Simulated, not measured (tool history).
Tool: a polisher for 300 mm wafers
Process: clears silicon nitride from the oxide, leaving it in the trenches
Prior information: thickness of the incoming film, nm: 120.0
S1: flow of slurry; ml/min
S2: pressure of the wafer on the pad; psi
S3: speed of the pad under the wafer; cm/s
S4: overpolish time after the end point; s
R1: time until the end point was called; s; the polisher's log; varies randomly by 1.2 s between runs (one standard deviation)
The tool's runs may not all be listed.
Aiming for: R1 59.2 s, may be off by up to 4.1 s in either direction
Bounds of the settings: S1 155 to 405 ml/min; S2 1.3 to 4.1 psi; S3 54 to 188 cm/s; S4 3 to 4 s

run 1 hour=0 | S1=260 S2=2.7 S3=120 S4=4 | R1=113.33
run 2 hour=4.4 | S1=260 S2=2.3 S3=120 S4=4 | R1=135.36
run 3 hour=7 | S1=260 S2=2.5 S3=122 S4=4 | R1=120.51
run 4 hour=15.6 | S1=260 S2=2 S3=122 S4=4 | R1=151.13
run 5 hour=22.4 | S1=260 S2=2.2 S3=124 S4=4 | R1=138.85
run 6 hour=27.8 | S1=260 S2=2.4 S3=126 S4=4 | R1=120.03
-- hour=35.8 worn pad replaced by a new one
run 7 hour=35.8 | S1=260 S2=2.6 S3=126 S4=4 | R1=100.7
run 8 hour=37.7 | S1=260 S2=2.7 S3=126 S4=4 | R1=99.962
run 9 hour=40.3 | S1=260 S2=2.8 S3=126 S4=4 | R1=92.675
run 10 hour=42.8 | S1=260 S2=2.9 S3=126 S4=4 | R1=91.691
run 11 hour=49.7 | S1=260 S2=3 S3=126 S4=4 | R1=86.39
run 12 hour=58.2 | S1=260 S2=3.1 S3=126 S4=4 | R1=86.183
run 13 hour=66.7 | S1=260 S2=3.2 S3=126 S4=4 | R1=83.073
run 14 hour=69.5 | S1=260 S2=3.3 S3=126 S4=4 | R1=81.922

Which of these 5 next moves meets every target?
run A hour=72.3 | S1=260 S2=3.5 S3=130 S4=4 | R1=?
run B hour=72.3 | S1=270 S2=3.5 S3=128 S4=4 | R1=?
run C hour=72.3 | S1=270 S2=3.4 S3=130 S4=4 | R1=?
run D hour=72.3 | S1=255 S2=4.1 S3=134 S4=3 | R1=?
run E hour=72.3 | S1=225 S2=2.6 S3=108 S4=3 | R1=?

move=A R1=73.587
move=B R1=74.467
move=C R1=75.459
move=D R1=61.305
move=E R1=119.15
A: moves toward the targets from the last run without getting all of them in spec
B: moves toward the targets from the last run without getting all of them in spec
C: moves toward the targets from the last run without getting all of them in spec
D: all results land within tolerance of their targets
E: further off than the last run
Go with D: it meets all targets.
